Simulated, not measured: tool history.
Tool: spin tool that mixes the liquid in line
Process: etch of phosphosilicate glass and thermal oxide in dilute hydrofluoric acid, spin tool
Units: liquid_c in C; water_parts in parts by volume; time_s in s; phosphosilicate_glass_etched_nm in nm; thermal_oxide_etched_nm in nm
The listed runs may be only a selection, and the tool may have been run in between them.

run,hour,liquid_c,water_parts,time_s,phosphosilicate_glass_etched_nm,thermal_oxide_etched_nm
1,0.0,23.0,255,30,18.9250,0.45061
2,7.1,21.0,260,30,17.1320,0.43511
3,7.7,21.0,320,30,13.1420,0.30253
4,9.5,21.0,395,30,9.9635,0.22388
5,14.5,22.5,395,30,10.4500,0.24983
6,18.3,22.5,395,20,6.9908,0.15997

What does the tool deliver on the next run?
# hour 22.4: thermometer replaced
7,22.4,25.5,360,20,?,?

For run 7 the tool returned phosphosilicate_glass_etched_nm 8.1646 nm, thermal_oxide_etched_nm 0.19196 nm.

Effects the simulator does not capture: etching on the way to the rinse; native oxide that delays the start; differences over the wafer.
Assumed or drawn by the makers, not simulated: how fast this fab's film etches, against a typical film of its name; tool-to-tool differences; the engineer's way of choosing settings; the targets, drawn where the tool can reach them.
